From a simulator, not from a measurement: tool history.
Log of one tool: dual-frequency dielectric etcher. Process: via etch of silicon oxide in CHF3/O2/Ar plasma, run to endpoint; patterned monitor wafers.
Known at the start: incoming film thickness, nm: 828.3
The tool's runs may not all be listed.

run,hour,source power (kW),bias power (kW),endpoint time (s)
1,0,0.83,0.21,351.58
2,8.6,0.94,0.21,337.23
3,14.2,0.84,0.199,352.09
4,17.9,0.75,0.186,378.72
5,18.6,0.75,0.16,393.44
6,23.9,0.75,0.181,378.43

The next listed run, before its measurement:
7,27.6,0.7,0.177,?

{"run 7": {"endpoint time (s)": 395.21}}
